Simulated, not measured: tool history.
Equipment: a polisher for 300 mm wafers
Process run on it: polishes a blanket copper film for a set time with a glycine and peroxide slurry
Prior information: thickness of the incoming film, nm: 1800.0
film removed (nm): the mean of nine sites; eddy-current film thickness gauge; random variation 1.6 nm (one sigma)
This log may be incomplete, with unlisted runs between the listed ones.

run	day	flow of slurry (ml/min)	pressure of the wafer on the pad (kPa)	speed of the pad under the wafer (cm/s)	polishing time (s)	film removed (nm)
1	0	165	22.8	102	64	330.61
2	0.062	185	22.8	102	64	339.55
3	0.412	155	22.8	102	64	332.8
4	0.458	155	24.8	102	64	357.89
5	0.729	155	24.8	102	58	326.13
6	0.829	155	24.8	102	58	320.98
7	0.988	145	22.8	102	58	296.47

Run 8 is up next; what results do you expect?
8	1.067	135	21.4	102	58	?

Run 8 gave film removed (nm) 279.47.
